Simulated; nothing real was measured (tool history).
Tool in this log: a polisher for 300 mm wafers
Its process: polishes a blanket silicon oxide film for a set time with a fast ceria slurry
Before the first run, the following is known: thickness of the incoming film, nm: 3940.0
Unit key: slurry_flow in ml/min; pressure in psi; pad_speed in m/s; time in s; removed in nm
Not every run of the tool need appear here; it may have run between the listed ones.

run 1 hour=0 | slurry_flow=195 pressure=2.1 pad_speed=1.16 time=50 | removed=671.01
run 2 hour=0.6 | slurry_flow=195 pressure=2.1 pad_speed=1.34 time=50 | removed=771.89
run 3 hour=9.4 | slurry_flow=145 pressure=2.1 pad_speed=1.34 time=50 | removed=749.57
run 4 hour=11.5 | slurry_flow=145 pressure=2.1 pad_speed=1.34 time=50 | removed=747.61
run 5 hour=16.3 | slurry_flow=155 pressure=2.1 pad_speed=1.34 time=50 | removed=752.44
run 6 hour=18.6 | slurry_flow=165 pressure=2.1 pad_speed=1.34 time=50 | removed=762.41
run 7 hour=21.8 | slurry_flow=175 pressure=2.1 pad_speed=1.34 time=50 | removed=762.81

Run 8, settings as shown, results not yet in. Your forecast:
run 8 hour=28.2 | slurry_flow=180 pressure=2.1 pad_speed=1.34 time=50 | removed=?

{"run 8": {"removed": 763.12}}
